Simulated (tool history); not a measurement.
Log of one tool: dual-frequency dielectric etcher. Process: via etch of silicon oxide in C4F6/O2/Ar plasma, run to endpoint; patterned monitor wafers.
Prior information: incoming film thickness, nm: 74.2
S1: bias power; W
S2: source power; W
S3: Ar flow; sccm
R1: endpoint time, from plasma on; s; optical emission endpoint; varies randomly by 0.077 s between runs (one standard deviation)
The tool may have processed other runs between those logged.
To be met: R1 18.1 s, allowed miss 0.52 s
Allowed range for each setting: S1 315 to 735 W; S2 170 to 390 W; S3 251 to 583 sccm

| run | hour | S1 | S2 | S3 | R1 |
|---|---|---|---|---|---|
| 1 | 0 | 525 | 280 | 417 | 20.277 |
| 2 | 3.2 | 552 | 290 | 415 | 19.686 |
| 3 | 5.3 | 552 | 290 | 345 | 19.202 |
| 4 | 8 | 552 | 260 | 345 | 19.935 |
| 5 | 11.8 | 575 | 270 | 343 | 19.551 |
| 6 | 18.1 | 593 | 280 | 340 | 19.057 |
| 7 | 21 | 605 | 280 | 338 | 18.858 |
| 8 | 25 | 615 | 280 | 337 | 18.663 |

Exactly one of the 4 candidate moves below puts every result within its allowed miss. Which one?
| A | 29 | 585 | 290 | 365 | ? |
| B | 29 | 564 | 280 | 409 | ? |
| C | 29 | 586 | 270 | 369 | ? |
| D | 29 | 566 | 310 | 263 | ? |

| move | R1 |
|---|---|
| A | 18.997 |
| B | 19.688 |
| C | 19.458 |
| D | 18.237 |
A: the biggest miss grows against the last run
B: the biggest miss grows against the last run
C: the biggest miss grows against the last run
D: all results in spec
Go with D: it meets all targets.
